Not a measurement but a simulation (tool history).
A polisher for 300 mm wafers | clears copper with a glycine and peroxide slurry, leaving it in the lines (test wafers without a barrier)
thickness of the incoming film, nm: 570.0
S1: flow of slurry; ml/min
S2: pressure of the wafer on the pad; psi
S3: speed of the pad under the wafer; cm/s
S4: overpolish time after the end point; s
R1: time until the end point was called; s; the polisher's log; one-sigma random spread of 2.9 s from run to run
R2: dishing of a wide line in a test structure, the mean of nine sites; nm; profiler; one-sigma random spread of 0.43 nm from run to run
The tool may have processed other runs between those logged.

run	hour	S1	S2	S3	S4	R1	R2
1	0	285	1.8	86	26	135.49	55.296
2	7.8	260	1.6	90	22	147.78	46.924
3	14.6	260	1.4	94	19	155.26	41.936
4	16.6	260	1	94	19	188.7	33.747
5	24.1	295	1	96	17	192.29	29.822
6	27.7	325	1	104	15	179.26	28.54
7	35.2	350	1	110	14	172.54	27.614
8	42.2	370	1	114	13	173.81	27.342
9	45	370	1	114	13	166.19	26.346
10	48.9	385	1	118	12	170.18	24.901
11	50.1	395	1	122	11	163.66	23.249

Run 12 has not been measured yet. What should we expect?
12	57.2	405	1	124	10	?	?

R1: 168.05 s
R2: 21.864 nm
